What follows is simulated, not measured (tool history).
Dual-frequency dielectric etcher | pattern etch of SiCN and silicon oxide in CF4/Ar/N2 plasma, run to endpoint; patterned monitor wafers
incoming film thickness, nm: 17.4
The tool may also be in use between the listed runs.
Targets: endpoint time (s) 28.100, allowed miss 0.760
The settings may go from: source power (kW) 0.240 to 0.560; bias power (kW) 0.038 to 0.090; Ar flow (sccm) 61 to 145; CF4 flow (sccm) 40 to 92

run	hour	source power (kW)	bias power (kW)	Ar flow (sccm)	CF4 flow (sccm)	endpoint time (s)
1	0.0	0.400	0.064	103	66	22.582
2	1.1	0.390	0.064	103	66	23.591
3	7.4	0.380	0.064	103	66	24.267
4	11.2	0.380	0.071	103	66	22.973
5	15.4	0.380	0.071	103	74	22.481
6	17.5	0.370	0.071	103	74	23.175
7	20.0	0.360	0.071	103	74	23.893
8	28.7	0.280	0.069	104	74	30.602

4 next moves are on the table. One of them brings every result within its allowed miss. Which?
A	37.4	0.310	0.064	96	74	?
B	37.4	0.280	0.060	112	63	?
C	37.4	0.250	0.073	106	73	?
D	37.4	0.250	0.066	112	72	?

move	endpoint time (s)
A	28.610
B	34.578
C	33.640
D	35.947
A: meets every target
B: further off than the last run
C: further off than the last run
D: further off than the last run
Answer: A
